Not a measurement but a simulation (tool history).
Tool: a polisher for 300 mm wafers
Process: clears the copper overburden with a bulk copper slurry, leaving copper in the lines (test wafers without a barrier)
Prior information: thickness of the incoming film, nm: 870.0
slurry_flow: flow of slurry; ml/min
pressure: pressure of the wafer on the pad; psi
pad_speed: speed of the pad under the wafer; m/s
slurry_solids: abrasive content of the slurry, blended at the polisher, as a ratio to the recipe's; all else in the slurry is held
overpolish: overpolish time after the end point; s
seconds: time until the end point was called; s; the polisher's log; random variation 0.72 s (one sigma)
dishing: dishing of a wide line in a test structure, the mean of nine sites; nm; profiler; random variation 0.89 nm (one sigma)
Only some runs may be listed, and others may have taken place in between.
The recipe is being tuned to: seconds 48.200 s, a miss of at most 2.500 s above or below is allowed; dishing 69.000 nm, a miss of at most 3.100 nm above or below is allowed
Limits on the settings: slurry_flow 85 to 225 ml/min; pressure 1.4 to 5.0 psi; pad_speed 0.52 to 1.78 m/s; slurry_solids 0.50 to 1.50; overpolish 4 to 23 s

Run 1, hour 0.0: slurry_flow 145 ml/min, pressure 3.2 psi, pad_speed 1.14 m/s, slurry_solids 1.00, overpolish 12 s. Result: seconds 87.281 s, dishing 66.549 nm.
Run 2, hour 2.9: slurry_flow 145 ml/min, pressure 3.4 psi, pad_speed 1.16 m/s, slurry_solids 1.00, overpolish 11 s. Result: seconds 80.165 s, dishing 65.695 nm.
Run 3, hour 9.0: slurry_flow 145 ml/min, pressure 3.4 psi, pad_speed 1.16 m/s, slurry_solids 0.80, overpolish 11 s. Result: seconds 83.379 s, dishing 63.916 nm.
Run 4, hour 10.9: slurry_flow 145 ml/min, pressure 3.6 psi, pad_speed 1.16 m/s, slurry_solids 0.80, overpolish 10 s. Result: seconds 78.978 s, dishing 62.203 nm.
Run 5, hour 14.1: slurry_flow 145 ml/min, pressure 4.0 psi, pad_speed 1.16 m/s, slurry_solids 0.80, overpolish 10 s. Result: seconds 70.044 s, dishing 66.812 nm.
Run 6, hour 22.8: slurry_flow 145 ml/min, pressure 4.0 psi, pad_speed 0.90 m/s, slurry_solids 0.80, overpolish 10 s. Result: seconds 89.714 s, dishing 56.942 nm.
Run 7, hour 29.4: slurry_flow 145 ml/min, pressure 4.1 psi, pad_speed 0.94 m/s, slurry_solids 0.80, overpolish 10 s. Result: seconds 85.593 s, dishing 60.158 nm.
Run 8, hour 35.3: slurry_flow 145 ml/min, pressure 4.2 psi, pad_speed 0.98 m/s, slurry_solids 0.80, overpolish 9 s. Result: seconds 80.406 s, dishing 58.514 nm.
Run 9, hour 40.9: slurry_flow 145 ml/min, pressure 4.3 psi, pad_speed 1.02 m/s, slurry_solids 0.80, overpolish 9 s. Result: seconds 75.993 s, dishing 59.725 nm.
Run 10, hour 48.7: slurry_flow 145 ml/min, pressure 4.4 psi, pad_speed 1.06 m/s, slurry_solids 0.80, overpolish 9 s. Result: seconds 69.697 s, dishing 62.166 nm.

Below are 4 possible settings for the next run. Only one of them brings all results inside the allowed miss of their targets. Which is it?
Run A, hour 56.5: slurry_flow 120 ml/min, pressure 4.2 psi, pad_speed 1.48 m/s, slurry_solids 0.80, overpolish 9 s. Result: seconds ?, dishing ?.
Run B, hour 56.5: slurry_flow 140 ml/min, pressure 5.0 psi, pad_speed 1.74 m/s, slurry_solids 0.85, overpolish 5 s. Result: seconds ?, dishing ?.
Run C, hour 56.5: slurry_flow 185 ml/min, pressure 5.0 psi, pad_speed 1.32 m/s, slurry_solids 0.70, overpolish 7 s. Result: seconds ?, dishing ?.
Run D, hour 56.5: slurry_flow 165 ml/min, pressure 3.0 psi, pad_speed 0.86 m/s, slurry_solids 0.70, overpolish 16 s. Result: seconds ?, dishing ?.

move  seconds  dishing
   A   56.132   74.486
   B   38.704   66.684
   C   50.264   69.857
   D  127.380   62.330
A: gains on the last run, yet a result remains outside its allowed miss
B: takes the biggest miss from the last run beyond its target
C: meets every target
D: moves away from the targets compared with the last run
Correct choice: C, which meets every target

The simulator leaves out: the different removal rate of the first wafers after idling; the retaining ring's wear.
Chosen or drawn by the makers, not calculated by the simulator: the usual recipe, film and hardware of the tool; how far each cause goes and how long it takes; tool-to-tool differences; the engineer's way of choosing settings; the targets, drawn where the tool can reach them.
